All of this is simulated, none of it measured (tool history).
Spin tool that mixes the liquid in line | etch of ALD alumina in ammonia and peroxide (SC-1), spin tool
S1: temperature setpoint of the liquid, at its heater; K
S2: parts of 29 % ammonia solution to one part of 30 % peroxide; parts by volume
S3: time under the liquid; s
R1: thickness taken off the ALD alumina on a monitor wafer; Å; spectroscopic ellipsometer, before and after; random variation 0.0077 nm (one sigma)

run 1 hour=0.0 | S1=324.15 S2=0.85 S3=35 | R1=12.508
run 2 hour=3.7 | S1=324.15 S2=1.05 S3=35 | R1=12.669
run 3 hour=6.8 | S1=324.15 S2=1.20 S3=35 | R1=12.981
run 4 hour=10.2 | S1=324.15 S2=1.20 S3=35 | R1=12.777
run 5 hour=11.7 | S1=329.65 S2=1.20 S3=35 | R1=17.425
run 6 hour=17.2 | S1=329.65 S2=1.20 S3=35 | R1=17.336
run 7 hour=24.3 | S1=327.65 S2=1.20 S3=35 | R1=15.686

Forecast run 8:
run 8 hour=27.3 | S1=325.65 S2=1.20 S3=35 | R1=?

Run 8 gave R1 13.871 Å.

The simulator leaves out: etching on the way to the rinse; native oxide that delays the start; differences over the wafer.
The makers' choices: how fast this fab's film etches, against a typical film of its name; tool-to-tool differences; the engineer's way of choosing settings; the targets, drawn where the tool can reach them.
